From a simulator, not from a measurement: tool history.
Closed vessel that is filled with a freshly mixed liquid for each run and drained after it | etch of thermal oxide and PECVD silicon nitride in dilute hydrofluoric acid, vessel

run  hour  temperature setpoint of the liquid (°C)  parts of water to one part of 49 % hydrofluoric acid (parts by volume)  time in the liquid (s)  thickness taken off the thermal oxide on a monitor wafer (Å)  thickness taken off the PECVD silicon nitride on a monitor wafer (Å)
  1   0.0                                     25.0                                                                     125                     165                                                        63.301                                                                82.206
  2   1.4                                     24.5                                                                     110                     175                                                        77.449                                                                96.505
  3   2.2                                     24.5                                                                     110                     225                                                        99.734                                                               123.670
  4   7.2                                     24.0                                                                     100                     225                                                       108.290                                                               129.530
  5  11.8                                     21.0                                                                     100                     225                                                        97.210                                                               107.970
  6  18.9                                     21.0                                                                      90                     225                                                       108.070                                                               119.840
  7  27.8                                     20.5                                                                      80                     225                                                       120.880                                                               128.120
  8  33.3                                     20.5                                                                      30                     205                                                       310.980                                                               306.170
  9  41.4                                     20.0                                                                      35                     205                                                       259.010                                                               249.850
 10  48.6                                     20.0                                                                      40                     205                                                       225.300                                                               222.700
 11  54.0                                     19.0                                                                      45                     210                                                       193.810                                                               189.670
 12  61.2                                     18.5                                                                      45                     210                                                       190.970                                                               185.220

Forecast run 13:
 13  64.0                                     18.0                                                                      50                     210                                                             ?                                                                     ?

thickness taken off the thermal oxide on a monitor wafer (Å): 166.120
thickness taken off the PECVD silicon nitride on a monitor wafer (Å): 161.190
